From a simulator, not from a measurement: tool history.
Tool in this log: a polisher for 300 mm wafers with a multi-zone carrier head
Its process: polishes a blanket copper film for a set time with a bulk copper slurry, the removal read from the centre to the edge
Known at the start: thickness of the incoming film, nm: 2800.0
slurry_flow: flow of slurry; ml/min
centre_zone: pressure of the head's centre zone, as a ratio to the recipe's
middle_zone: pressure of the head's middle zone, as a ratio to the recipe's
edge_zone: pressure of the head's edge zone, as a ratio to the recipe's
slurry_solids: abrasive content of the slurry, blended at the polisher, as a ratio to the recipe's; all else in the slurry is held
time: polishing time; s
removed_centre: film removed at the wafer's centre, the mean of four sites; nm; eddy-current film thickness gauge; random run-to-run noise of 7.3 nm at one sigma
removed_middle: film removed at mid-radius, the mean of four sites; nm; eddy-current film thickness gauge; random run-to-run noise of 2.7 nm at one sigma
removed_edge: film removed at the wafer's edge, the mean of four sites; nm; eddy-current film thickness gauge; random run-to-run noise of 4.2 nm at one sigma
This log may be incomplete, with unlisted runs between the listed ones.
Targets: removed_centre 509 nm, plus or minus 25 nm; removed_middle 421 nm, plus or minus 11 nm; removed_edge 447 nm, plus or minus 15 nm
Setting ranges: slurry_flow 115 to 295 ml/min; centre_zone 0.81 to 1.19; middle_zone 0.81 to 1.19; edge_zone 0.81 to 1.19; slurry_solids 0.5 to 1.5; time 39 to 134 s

{"run": 1, "hour": 0.0, "slurry_flow": 190, "centre_zone": 1, "middle_zone": 1, "edge_zone": 1, "slurry_solids": 1, "time": 86, "removed_centre": 402.35, "removed_middle": 403.55, "removed_edge": 389.55}
{"run": 2, "hour": 2.3, "slurry_flow": 190, "centre_zone": 1, "middle_zone": 0.95, "edge_zone": 1, "slurry_solids": 1, "time": 86, "removed_centre": 395.33, "removed_middle": 387.26, "removed_edge": 396.71}
{"run": 3, "hour": 5.2, "slurry_flow": 200, "centre_zone": 1.03, "middle_zone": 0.95, "edge_zone": 1.02, "slurry_solids": 1.05, "time": 86, "removed_centre": 414.42, "removed_middle": 397.73, "removed_edge": 403.44}
{"run": 4, "hour": 11.6, "slurry_flow": 200, "centre_zone": 1.08, "middle_zone": 0.95, "edge_zone": 1.02, "slurry_solids": 1.05, "time": 86, "removed_centre": 431.37, "removed_middle": 395.41, "removed_edge": 412.8}
{"run": 5, "hour": 16.5, "slurry_flow": 200, "centre_zone": 1.08, "middle_zone": 0.95, "edge_zone": 0.97, "slurry_solids": 1.05, "time": 86, "removed_centre": 429.18, "removed_middle": 394.8, "removed_edge": 397.03}
{"run": 6, "hour": 21.3, "slurry_flow": 210, "centre_zone": 1.1, "middle_zone": 0.95, "edge_zone": 0.98, "slurry_solids": 1.05, "time": 86, "removed_centre": 436.97, "removed_middle": 394.49, "removed_edge": 403.09}
{"run": 7, "hour": 22.4, "slurry_flow": 215, "centre_zone": 1.12, "middle_zone": 0.95, "edge_zone": 0.99, "slurry_solids": 1.1, "time": 86, "removed_centre": 451.28, "removed_middle": 404.48, "removed_edge": 416.96}
{"run": 8, "hour": 28.2, "slurry_flow": 220, "centre_zone": 1.13, "middle_zone": 0.94, "edge_zone": 0.98, "slurry_solids": 1.1, "time": 87, "removed_centre": 466.69, "removed_middle": 407.87, "removed_edge": 410.08}
{"run": 9, "hour": 35.1, "slurry_flow": 225, "centre_zone": 1.14, "middle_zone": 0.94, "edge_zone": 1, "slurry_solids": 1.1, "time": 87, "removed_centre": 463.44, "removed_middle": 406.79, "removed_edge": 413.86}
{"run": 10, "hour": 39.8, "slurry_flow": 225, "centre_zone": 1.15, "middle_zone": 0.93, "edge_zone": 1, "slurry_solids": 1.15, "time": 87, "removed_centre": 477.42, "removed_middle": 402.52, "removed_edge": 413.99}
{"run": 11, "hour": 42.5, "slurry_flow": 225, "centre_zone": 1.16, "middle_zone": 0.93, "edge_zone": 1.02, "slurry_solids": 1.15, "time": 87, "removed_centre": 465.77, "removed_middle": 404.63, "removed_edge": 421.4}

Consider the 4 candidate settings below. Which is the only one whose results all fall within their allowed miss of target?
{"run": "A", "hour": 45.2, "slurry_flow": 225, "centre_zone": 1.15, "middle_zone": 0.97, "edge_zone": 1.02, "slurry_solids": 1.2, "time": 82, "removed_centre": "?", "removed_middle": "?", "removed_edge": "?"}
{"run": "B", "hour": 45.2, "slurry_flow": 195, "centre_zone": 1.09, "middle_zone": 0.99, "edge_zone": 1.11, "slurry_solids": 1.15, "time": 85, "removed_centre": "?", "removed_middle": "?", "removed_edge": "?"}
{"run": "C", "hour": 45.2, "slurry_flow": 245, "centre_zone": 1.12, "middle_zone": 0.87, "edge_zone": 0.96, "slurry_solids": 1, "time": 96, "removed_centre": "?", "removed_middle": "?", "removed_edge": "?"}
{"run": "D", "hour": 45.2, "slurry_flow": 205, "centre_zone": 1, "middle_zone": 0.98, "edge_zone": 1.19, "slurry_solids": 1.15, "time": 84, "removed_centre": "?", "removed_middle": "?", "removed_edge": "?"}

move=A removed_centre=441.62 removed_middle=398.57 removed_edge=404.41
move=B removed_centre=425.45 removed_middle=410.04 removed_edge=429.07
move=C removed_centre=495.41 removed_middle=423.15 removed_edge=450.71
move=D removed_centre=391.44 removed_middle=404.64 removed_edge=441.47
A: the biggest miss grows against the last run
B: the biggest miss grows against the last run
C: meets every target
D: the biggest miss grows against the last run
So the answer is move C, the one that meets all the targets.

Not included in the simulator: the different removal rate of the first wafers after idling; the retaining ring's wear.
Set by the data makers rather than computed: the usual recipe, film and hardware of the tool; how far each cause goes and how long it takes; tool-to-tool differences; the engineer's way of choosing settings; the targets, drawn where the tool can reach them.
